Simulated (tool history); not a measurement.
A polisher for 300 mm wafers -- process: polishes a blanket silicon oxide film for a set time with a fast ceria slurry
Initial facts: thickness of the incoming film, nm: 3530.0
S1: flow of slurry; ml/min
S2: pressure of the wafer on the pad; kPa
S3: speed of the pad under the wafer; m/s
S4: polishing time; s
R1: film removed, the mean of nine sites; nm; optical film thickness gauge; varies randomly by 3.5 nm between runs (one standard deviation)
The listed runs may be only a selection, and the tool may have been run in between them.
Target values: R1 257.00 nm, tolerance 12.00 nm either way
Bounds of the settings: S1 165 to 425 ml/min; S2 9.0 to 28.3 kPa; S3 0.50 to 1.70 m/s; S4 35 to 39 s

run  hour   S1    S2    S3  S4      R1
  1   0.0  275  18.6  1.10  39  478.83
  2   3.4  275  15.9  1.06  39  394.55
  3  11.9  275  15.9  1.26  39  466.79
  4  13.3  275  13.8  1.20  39  396.93
  5  15.4  275  13.8  0.98  39  316.24
  6  22.6  275  13.1  0.98  39  302.22
  7  30.5  275   9.7  0.96  39  222.50
  8  34.8  275  10.3  0.96  39  239.27

Which single option among these 5 for the next run brings every result within its allowed miss of target? Just one does.
  A  39.1  235  11.0  0.88  39   ?
  B  39.1  230   9.7  1.22  37   ?
  C  39.1  315  11.0  0.82  38   ?
  D  39.1  245  11.7  0.90  35   ?
  E  39.1  380   9.7  0.84  38   ?

move      R1
   A  227.39
   B  260.08
   C  213.75
   D  222.08
   E  195.79
A: further off than the last run
B: all results land within tolerance of their targets
C: further off than the last run
D: further off than the last run
E: further off than the last run
The move that meets every target is B.
